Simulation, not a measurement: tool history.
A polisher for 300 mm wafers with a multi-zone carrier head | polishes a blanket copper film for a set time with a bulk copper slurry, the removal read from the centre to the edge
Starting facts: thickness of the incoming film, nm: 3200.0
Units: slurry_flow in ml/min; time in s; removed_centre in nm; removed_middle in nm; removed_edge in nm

Run 1, day 0: slurry_flow 255 ml/min, centre_zone 1, middle_zone 1, edge_zone 1, slurry_solids 1, time 72 s. Result: removed_centre 1147.1 nm, removed_middle 1152.7 nm, removed_edge 1168.2 nm.
Run 2, day 0.071: slurry_flow 200 ml/min, centre_zone 1, middle_zone 1, edge_zone 1, slurry_solids 1, time 72 s. Result: removed_centre 1098.7 nm, removed_middle 1117.6 nm, removed_edge 1152.8 nm.
Run 3, day 0.208: slurry_flow 260 ml/min, centre_zone 1, middle_zone 1, edge_zone 1, slurry_solids 1, time 72 s. Result: removed_centre 1151.7 nm, removed_middle 1152.5 nm, removed_edge 1181.4 nm.
Run 4, day 0.292: slurry_flow 260 ml/min, centre_zone 1, middle_zone 1, edge_zone 0.95, slurry_solids 1, time 72 s. Result: removed_centre 1142 nm, removed_middle 1165.6 nm, removed_edge 1134 nm.
Run 5, day 0.604: slurry_flow 260 ml/min, centre_zone 1, middle_zone 1.05, edge_zone 0.95, slurry_solids 1, time 72 s. Result: removed_centre 1186.1 nm, removed_middle 1207.6 nm, removed_edge 1135.1 nm.
Run 6, day 0.65: slurry_flow 210 ml/min, centre_zone 1, middle_zone 1.05, edge_zone 0.95, slurry_solids 1, time 72 s. Result: removed_centre 1129.8 nm, removed_middle 1198.7 nm, removed_edge 1128.7 nm.
Run 7, day 0.946: slurry_flow 215 ml/min, centre_zone 1.02, middle_zone 1, edge_zone 0.96, slurry_solids 0.9, time 69 s. Result: removed_centre 1063.9 nm, removed_middle 1055.7 nm, removed_edge 1070.8 nm.
Run 8, day 1.158: slurry_flow 215 ml/min, centre_zone 1.03, middle_zone 0.96, edge_zone 0.94, slurry_solids 0.8, time 68 s. Result: removed_centre 1023.5 nm, removed_middle 992.01 nm, removed_edge 1000.1 nm.

The next listed run, before its measurement:
Run 9, day 1.204: slurry_flow 210 ml/min, centre_zone 1.04, middle_zone 0.92, edge_zone 0.95, slurry_solids 0.75, time 67 s. Result: removed_centre ?, removed_middle ?, removed_edge ?.

removed_centre: 1010.6 nm
removed_middle: 900.31 nm
removed_edge: 976.09 nm

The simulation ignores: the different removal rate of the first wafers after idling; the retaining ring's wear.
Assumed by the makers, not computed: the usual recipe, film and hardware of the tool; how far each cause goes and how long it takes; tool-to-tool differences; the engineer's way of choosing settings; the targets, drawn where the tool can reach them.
